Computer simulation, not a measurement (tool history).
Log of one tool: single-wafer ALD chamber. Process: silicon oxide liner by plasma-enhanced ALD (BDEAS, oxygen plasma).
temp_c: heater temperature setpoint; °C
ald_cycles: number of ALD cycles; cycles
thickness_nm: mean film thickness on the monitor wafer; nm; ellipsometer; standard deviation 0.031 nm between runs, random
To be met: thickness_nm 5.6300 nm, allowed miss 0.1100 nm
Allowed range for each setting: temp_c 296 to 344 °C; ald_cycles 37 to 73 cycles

run	hour	temp_c	ald_cycles	thickness_nm
1	0.0	320	55	5.1046
2	4.6	320	56	5.1357
3	9.2	320	57	5.2372
4	15.1	320	58	5.3439
5	21.2	326	58	5.2440
6	27.3	320	58	5.3862
7	29.2	319	58	5.3275
8	29.9	319	59	5.4688
9	34.9	318	59	5.4945
10	39.9	317	59	5.4421

Next run, 5 choices. One meets every target within its allowed miss, the rest don't. Which?
A	44.9	298	56	?
B	44.9	316	61	?
C	44.9	340	61	?
D	44.9	306	57	?
E	44.9	321	57	?

move	thickness_nm
A	5.4189
B	5.6701
C	5.4484
D	5.3845
E	5.2551
A: lands further from the targets than the last run did
B: all results land within tolerance of their targets
C: about the same distance from the targets as the last run
D: lands further from the targets than the last run did
E: lands further from the targets than the last run did
Go with B: it meets all targets.
